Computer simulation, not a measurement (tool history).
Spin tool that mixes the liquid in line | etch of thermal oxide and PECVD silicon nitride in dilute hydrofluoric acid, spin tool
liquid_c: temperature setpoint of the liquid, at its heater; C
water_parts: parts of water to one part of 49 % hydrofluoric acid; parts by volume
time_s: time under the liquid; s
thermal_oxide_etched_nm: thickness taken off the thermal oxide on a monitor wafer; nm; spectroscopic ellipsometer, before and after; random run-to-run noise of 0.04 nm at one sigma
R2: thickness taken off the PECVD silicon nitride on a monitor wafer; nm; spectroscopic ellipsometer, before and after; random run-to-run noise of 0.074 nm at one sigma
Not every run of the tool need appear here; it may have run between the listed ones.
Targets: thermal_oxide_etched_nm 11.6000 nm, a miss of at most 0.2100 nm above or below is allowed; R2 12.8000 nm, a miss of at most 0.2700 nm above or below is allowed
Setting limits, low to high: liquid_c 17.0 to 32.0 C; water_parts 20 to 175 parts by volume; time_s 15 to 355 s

{"run": 1, "hour": 0.0, "liquid_c": 24.0, "water_parts": 95, "time_s": 180, "thermal_oxide_etched_nm": 8.8242, "R2": 9.1845}
{"run": 2, "hour": 1.4, "liquid_c": 24.0, "water_parts": 95, "time_s": 240, "thermal_oxide_etched_nm": 11.777, "R2": 12.069}
{"run": 3, "hour": 4.6, "liquid_c": 24.0, "water_parts": 95, "time_s": 265, "thermal_oxide_etched_nm": 12.995, "R2": 13.424}
{"run": 4, "hour": 11.2, "liquid_c": 24.0, "water_parts": 100, "time_s": 265, "thermal_oxide_etched_nm": 12.27, "R2": 12.724}
{"run": 5, "hour": 17.4, "liquid_c": 21.0, "water_parts": 100, "time_s": 265, "thermal_oxide_etched_nm": 10.896, "R2": 10.44}
{"run": 6, "hour": 21.5, "liquid_c": 21.0, "water_parts": 100, "time_s": 295, "thermal_oxide_etched_nm": 12.065, "R2": 11.55}
{"run": 7, "hour": 22.0, "liquid_c": 21.5, "water_parts": 105, "time_s": 295, "thermal_oxide_etched_nm": 11.657, "R2": 11.4}
{"run": 8, "hour": 24.9, "liquid_c": 22.0, "water_parts": 105, "time_s": 295, "thermal_oxide_etched_nm": 11.897, "R2": 11.77}
{"run": 9, "hour": 25.6, "liquid_c": 22.5, "water_parts": 105, "time_s": 295, "thermal_oxide_etched_nm": 12.203, "R2": 12.201}
{"run": 10, "hour": 26.9, "liquid_c": 23.0, "water_parts": 105, "time_s": 295, "thermal_oxide_etched_nm": 12.456, "R2": 12.708}
{"run": 11, "hour": 33.1, "liquid_c": 23.5, "water_parts": 105, "time_s": 295, "thermal_oxide_etched_nm": 12.599, "R2": 13.034}
{"run": 12, "hour": 36.1, "liquid_c": 24.5, "water_parts": 115, "time_s": 300, "thermal_oxide_etched_nm": 12.093, "R2": 13.001}

Exactly one of the 4 candidate moves below puts every result within its allowed miss. Which one?
{"run": "A", "hour": 39.1, "liquid_c": 24.5, "water_parts": 125, "time_s": 330, "thermal_oxide_etched_nm": "?", "R2": "?"}
{"run": "B", "hour": 39.1, "liquid_c": 25.0, "water_parts": 125, "time_s": 310, "thermal_oxide_etched_nm": "?", "R2": "?"}
{"run": "C", "hour": 39.1, "liquid_c": 25.0, "water_parts": 135, "time_s": 355, "thermal_oxide_etched_nm": "?", "R2": "?"}
{"run": "D", "hour": 39.1, "liquid_c": 24.5, "water_parts": 120, "time_s": 325, "thermal_oxide_etched_nm": "?", "R2": "?"}

move=A thermal_oxide_etched_nm=12.1390 R2=13.1930
move=B thermal_oxide_etched_nm=11.6300 R2=12.8080
move=C thermal_oxide_etched_nm=12.1900 R2=13.5960
move=D thermal_oxide_etched_nm=12.5240 R2=13.5250
A: misses by more than the last run did
B: all results in spec
C: misses by more than the last run did
D: misses by more than the last run did
The move that meets every target is B.

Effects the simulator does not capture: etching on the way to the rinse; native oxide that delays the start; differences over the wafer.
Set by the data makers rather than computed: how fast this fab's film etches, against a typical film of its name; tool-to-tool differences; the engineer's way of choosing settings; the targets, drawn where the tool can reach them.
